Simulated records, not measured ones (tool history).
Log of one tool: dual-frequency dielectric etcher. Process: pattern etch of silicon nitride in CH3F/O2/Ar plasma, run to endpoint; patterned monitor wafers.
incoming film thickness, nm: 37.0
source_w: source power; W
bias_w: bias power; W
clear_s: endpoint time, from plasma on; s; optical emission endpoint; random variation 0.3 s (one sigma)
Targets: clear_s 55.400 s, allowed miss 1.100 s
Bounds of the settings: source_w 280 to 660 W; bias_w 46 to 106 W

run	day	source_w	bias_w	clear_s
1	0.000	470	76	48.292
2	0.279	560	76	45.850
3	0.304	500	73	48.040
4	0.379	460	71	49.447
5	0.542	420	69	51.490
6	0.700	400	68	53.283
7	0.725	400	68	53.119
8	1.079	390	68	53.202
9	1.308	380	68	53.897
10	1.675	370	68	54.478

Which of these 5 next moves meets every target?
A	2.042	420	62	?
B	2.042	470	53	?
C	2.042	360	65	?
D	2.042	380	68	?
E	2.042	370	80	?

move	clear_s
A	52.831
B	52.622
C	55.035
D	53.464
E	51.773
A: further off than the last run
B: further off than the last run
C: meets every target
D: further off than the last run
E: further off than the last run
Answer: C

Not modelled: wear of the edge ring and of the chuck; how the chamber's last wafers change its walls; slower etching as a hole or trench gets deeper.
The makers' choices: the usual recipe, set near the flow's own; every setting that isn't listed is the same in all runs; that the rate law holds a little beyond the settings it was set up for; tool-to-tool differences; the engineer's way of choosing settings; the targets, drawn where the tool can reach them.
